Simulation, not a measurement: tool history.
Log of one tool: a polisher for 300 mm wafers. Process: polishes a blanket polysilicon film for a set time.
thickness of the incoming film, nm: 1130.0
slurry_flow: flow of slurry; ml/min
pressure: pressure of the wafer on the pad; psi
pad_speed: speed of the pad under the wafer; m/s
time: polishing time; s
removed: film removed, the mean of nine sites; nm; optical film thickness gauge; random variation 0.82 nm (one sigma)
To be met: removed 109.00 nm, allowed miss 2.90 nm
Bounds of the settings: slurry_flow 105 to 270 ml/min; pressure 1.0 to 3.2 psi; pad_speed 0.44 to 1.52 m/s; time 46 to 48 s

run	hour	slurry_flow	pressure	pad_speed	time	removed
1	0.0	175	2.1	0.98	46	301.12
2	3.3	195	2.1	0.98	46	306.50
3	10.1	185	1.8	0.86	46	230.40
4	12.3	185	1.8	0.86	46	230.22
5	19.1	185	1.8	1.08	46	286.86
6	22.9	185	1.8	1.32	46	351.28
7	27.8	175	1.6	1.10	46	260.32
8	29.9	170	1.4	0.94	46	196.74
9	31.2	160	1.3	0.84	46	163.30
10	38.5	150	1.2	0.80	46	143.22
11	39.9	140	1.1	0.78	46	126.80
12	44.7	130	1.1	0.78	46	124.18
13	52.1	125	1.1	0.78	46	123.63
14	60.2	125	1.1	0.78	46	125.46
15	68.2	120	1.1	0.76	46	119.98
16	71.6	115	1.1	0.76	46	118.64

Which of these 4 next moves meets every target?
A	75.0	120	1.0	0.72	48	?
B	75.0	120	1.2	0.66	47	?
C	75.0	125	1.1	0.70	47	?
D	75.0	105	1.0	0.72	46	?

move	removed
A	107.62
B	115.15
C	113.03
D	100.51
A: meets every target
B: nearer than the last run, and not there yet
C: nearer than the last run, and not there yet
D: takes the result that was furthest off past its target
Move A is the one to make.

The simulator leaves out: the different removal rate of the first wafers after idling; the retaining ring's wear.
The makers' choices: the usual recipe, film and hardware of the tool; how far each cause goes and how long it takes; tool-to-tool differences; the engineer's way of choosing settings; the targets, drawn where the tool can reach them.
